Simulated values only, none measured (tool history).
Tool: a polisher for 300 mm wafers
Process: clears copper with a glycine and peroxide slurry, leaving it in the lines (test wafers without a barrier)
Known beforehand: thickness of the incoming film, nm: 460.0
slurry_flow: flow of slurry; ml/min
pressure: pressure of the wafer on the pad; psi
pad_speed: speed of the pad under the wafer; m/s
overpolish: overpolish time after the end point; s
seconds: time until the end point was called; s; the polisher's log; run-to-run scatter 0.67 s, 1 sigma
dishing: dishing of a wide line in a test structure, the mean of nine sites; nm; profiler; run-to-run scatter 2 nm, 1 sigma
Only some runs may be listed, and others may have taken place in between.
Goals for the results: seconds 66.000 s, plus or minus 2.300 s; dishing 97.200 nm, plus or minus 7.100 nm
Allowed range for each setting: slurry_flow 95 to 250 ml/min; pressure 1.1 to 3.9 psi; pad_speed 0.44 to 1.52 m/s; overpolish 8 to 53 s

Run 1, hour 0.0: slurry_flow 160 ml/min, pressure 2.5 psi, pad_speed 0.98 m/s, overpolish 27 s. Result: seconds 81.015 s, dishing 73.475 nm.
Run 2, hour 2.9: slurry_flow 160 ml/min, pressure 2.8 psi, pad_speed 0.98 m/s, overpolish 27 s. Result: seconds 74.012 s, dishing 77.976 nm.
Run 3, hour 5.8: slurry_flow 160 ml/min, pressure 2.8 psi, pad_speed 0.84 m/s, overpolish 27 s. Result: seconds 78.397 s, dishing 72.530 nm.
Run 4, hour 10.8: slurry_flow 160 ml/min, pressure 2.9 psi, pad_speed 0.84 m/s, overpolish 28 s. Result: seconds 78.216 s, dishing 81.765 nm.
Run 5, hour 16.9: slurry_flow 160 ml/min, pressure 2.4 psi, pad_speed 0.84 m/s, overpolish 28 s. Result: seconds 89.923 s, dishing 66.594 nm.
Run 6, hour 21.2: slurry_flow 165 ml/min, pressure 2.5 psi, pad_speed 0.84 m/s, overpolish 28 s. Result: seconds 87.843 s, dishing 72.107 nm.
At hour 26.6: head pressure recalibrated.
Run 7, hour 26.6: slurry_flow 170 ml/min, pressure 2.6 psi, pad_speed 0.84 m/s, overpolish 28 s. Result: seconds 91.714 s, dishing 70.993 nm.
Run 8, hour 32.0: slurry_flow 160 ml/min, pressure 2.6 psi, pad_speed 0.84 m/s, overpolish 29 s. Result: seconds 92.603 s, dishing 70.343 nm.
Run 9, hour 39.4: slurry_flow 165 ml/min, pressure 2.7 psi, pad_speed 0.84 m/s, overpolish 29 s. Result: seconds 88.349 s, dishing 71.329 nm.
Run 10, hour 41.5: slurry_flow 155 ml/min, pressure 2.8 psi, pad_speed 0.84 m/s, overpolish 30 s. Result: seconds 88.068 s, dishing 74.465 nm.
Run 11, hour 42.2: slurry_flow 160 ml/min, pressure 2.9 psi, pad_speed 0.84 m/s, overpolish 30 s. Result: seconds 86.048 s, dishing 77.378 nm.
Run 12, hour 46.3: slurry_flow 160 ml/min, pressure 3.0 psi, pad_speed 0.86 m/s, overpolish 30 s. Result: seconds 80.670 s, dishing 79.416 nm.
Run 13, hour 49.0: slurry_flow 160 ml/min, pressure 3.1 psi, pad_speed 0.86 m/s, overpolish 30 s. Result: seconds 80.449 s, dishing 78.587 nm.
Run 14, hour 54.8: slurry_flow 160 ml/min, pressure 3.2 psi, pad_speed 0.88 m/s, overpolish 31 s. Result: seconds 75.515 s, dishing 81.731 nm.
Run 15, hour 63.9: slurry_flow 160 ml/min, pressure 3.3 psi, pad_speed 0.88 m/s, overpolish 32 s. Result: seconds 73.288 s, dishing 80.435 nm.
Run 16, hour 65.6: slurry_flow 160 ml/min, pressure 3.4 psi, pad_speed 0.90 m/s, overpolish 35 s. Result: seconds 73.549 s, dishing 89.578 nm.

Which one of the following 5 next-run settings gets every result inside its allowed miss? There is exactly one.
Run A, hour 67.3: slurry_flow 155 ml/min, pressure 3.1 psi, pad_speed 0.78 m/s, overpolish 50 s. Result: seconds ?, dishing ?.
Run B, hour 67.3: slurry_flow 155 ml/min, pressure 3.6 psi, pad_speed 1.18 m/s, overpolish 37 s. Result: seconds ?, dishing ?.
Run C, hour 67.3: slurry_flow 160 ml/min, pressure 3.5 psi, pad_speed 1.00 m/s, overpolish 39 s. Result: seconds ?, dishing ?.
Run D, hour 67.3: slurry_flow 185 ml/min, pressure 3.7 psi, pad_speed 1.10 m/s, overpolish 35 s. Result: seconds ?, dishing ?.
Run E, hour 67.3: slurry_flow 115 ml/min, pressure 3.4 psi, pad_speed 0.90 m/s, overpolish 37 s. Result: seconds ?, dishing ?.

move  seconds  dishing
   A   83.310   96.507
   B   59.630   97.808
   C   66.564   96.312
   D   59.422   96.848
   E   74.578   90.677
A: moves away from the targets compared with the last run
B: the result that was furthest off in the last run now lies on the other side of its target
C: every result within its allowed miss
D: the result that was furthest off in the last run now lies on the other side of its target
E: moves away from the targets compared with the last run
Go with C: it meets all targets.
